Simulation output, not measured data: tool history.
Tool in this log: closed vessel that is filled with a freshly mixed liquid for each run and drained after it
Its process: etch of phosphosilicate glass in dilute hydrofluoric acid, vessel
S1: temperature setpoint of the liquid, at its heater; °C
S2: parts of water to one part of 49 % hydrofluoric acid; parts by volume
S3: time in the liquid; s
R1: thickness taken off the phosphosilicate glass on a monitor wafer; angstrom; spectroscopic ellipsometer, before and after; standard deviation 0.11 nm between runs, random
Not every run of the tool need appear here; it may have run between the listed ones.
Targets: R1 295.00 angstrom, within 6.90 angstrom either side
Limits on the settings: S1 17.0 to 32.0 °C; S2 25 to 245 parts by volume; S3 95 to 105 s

run 1 hour=0.0 | S1=24.0 S2=135 S3=95 | R1=389.63
run 2 hour=4.7 | S1=24.0 S2=135 S3=105 | R1=431.52
run 3 hour=9.7 | S1=24.0 S2=135 S3=95 | R1=390.87
run 4 hour=16.2 | S1=26.5 S2=135 S3=95 | R1=429.32
run 5 hour=18.6 | S1=24.0 S2=135 S3=95 | R1=391.70
run 6 hour=21.7 | S1=24.0 S2=90 S3=95 | R1=623.90
run 7 hour=28.0 | S1=22.0 S2=105 S3=95 | R1=486.36
run 8 hour=33.3 | S1=20.5 S2=115 S3=95 | R1=411.52
run 9 hour=40.3 | S1=20.5 S2=115 S3=95 | R1=413.09
run 10 hour=42.8 | S1=19.5 S2=120 S3=95 | R1=376.61
run 11 hour=48.4 | S1=18.5 S2=125 S3=95 | R1=341.37
run 12 hour=49.2 | S1=18.0 S2=130 S3=95 | R1=320.69

Exercise: of the 5 proposed moves below, exactly one satisfies all targets within the stated allowed misses. Which move is it?
run A hour=50.0 | S1=17.0 S2=130 S3=95 | R1=?
run B hour=50.0 | S1=18.0 S2=145 S3=105 | R1=?
run C hour=50.0 | S1=19.0 S2=145 S3=95 | R1=?
run D hour=50.0 | S1=17.5 S2=145 S3=95 | R1=?
run E hour=50.0 | S1=19.0 S2=140 S3=95 | R1=?

move=A R1=308.04
move=B R1=312.69
move=C R1=294.48
move=D R1=277.26
move=E R1=306.72
A: nearer the targets than the last run, but a result is still out of spec
B: nearer the targets than the last run, but a result is still out of spec
C: every result within its allowed miss
D: takes the biggest miss from the last run beyond its target
E: nearer the targets than the last run, but a result is still out of spec
The move that meets every target is C.

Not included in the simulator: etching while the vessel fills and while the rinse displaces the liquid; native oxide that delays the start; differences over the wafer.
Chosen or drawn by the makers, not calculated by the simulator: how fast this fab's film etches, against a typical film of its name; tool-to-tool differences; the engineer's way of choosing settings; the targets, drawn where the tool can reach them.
